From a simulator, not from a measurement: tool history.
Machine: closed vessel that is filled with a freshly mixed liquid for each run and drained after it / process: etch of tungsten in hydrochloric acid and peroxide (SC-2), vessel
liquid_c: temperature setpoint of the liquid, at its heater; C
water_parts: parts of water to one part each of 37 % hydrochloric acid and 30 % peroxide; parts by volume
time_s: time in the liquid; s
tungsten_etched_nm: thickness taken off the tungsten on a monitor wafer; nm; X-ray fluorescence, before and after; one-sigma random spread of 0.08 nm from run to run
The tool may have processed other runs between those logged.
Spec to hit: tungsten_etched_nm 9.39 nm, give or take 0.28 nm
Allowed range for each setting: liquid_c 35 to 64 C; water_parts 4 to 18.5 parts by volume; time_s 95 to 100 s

run 1 hour=0 | liquid_c=48 water_parts=10.5 time_s=95 | tungsten_etched_nm=30.35
run 2 hour=8.8 | liquid_c=48 water_parts=10.5 time_s=100 | tungsten_etched_nm=31.693
run 3 hour=12 | liquid_c=45.5 water_parts=10.5 time_s=100 | tungsten_etched_nm=26.866
run 4 hour=18.8 | liquid_c=45.5 water_parts=14 time_s=100 | tungsten_etched_nm=21.147
run 5 hour=19.6 | liquid_c=45.5 water_parts=14 time_s=95 | tungsten_etched_nm=19.857
run 6 hour=21.4 | liquid_c=42 water_parts=14 time_s=95 | tungsten_etched_nm=15.439
run 7 hour=25.3 | liquid_c=40.5 water_parts=14 time_s=95 | tungsten_etched_nm=13.925
run 8 hour=27.3 | liquid_c=39.5 water_parts=14 time_s=95 | tungsten_etched_nm=13.034
run 9 hour=34.5 | liquid_c=38.5 water_parts=14 time_s=95 | tungsten_etched_nm=12.196
run 10 hour=40.6 | liquid_c=37.5 water_parts=14 time_s=95 | tungsten_etched_nm=11.185
run 11 hour=43.7 | liquid_c=37 water_parts=14 time_s=95 | tungsten_etched_nm=10.822
-- hour=50.1 new drum of peroxide connected
run 12 hour=50.1 | liquid_c=36.5 water_parts=14 time_s=95 | tungsten_etched_nm=11.082

Exactly one of the 5 candidate moves below puts every result within its allowed miss. Which one?
run A hour=56.5 | liquid_c=39.5 water_parts=15.5 time_s=100 | tungsten_etched_nm=?
run B hour=56.5 | liquid_c=38 water_parts=13.5 time_s=95 | tungsten_etched_nm=?
run C hour=56.5 | liquid_c=36.5 water_parts=14.5 time_s=100 | tungsten_etched_nm=?
run D hour=56.5 | liquid_c=39 water_parts=14.5 time_s=100 | tungsten_etched_nm=?
run E hour=56.5 | liquid_c=36.5 water_parts=18 time_s=100 | tungsten_etched_nm=?

move=A tungsten_etched_nm=13.152
move=B tungsten_etched_nm=12.671
move=C tungsten_etched_nm=11.242
move=D tungsten_etched_nm=13.46
move=E tungsten_etched_nm=9.2747
A: moves away from the targets compared with the last run
B: moves away from the targets compared with the last run
C: moves away from the targets compared with the last run
D: moves away from the targets compared with the last run
E: meets every target
Move E is the one to make.
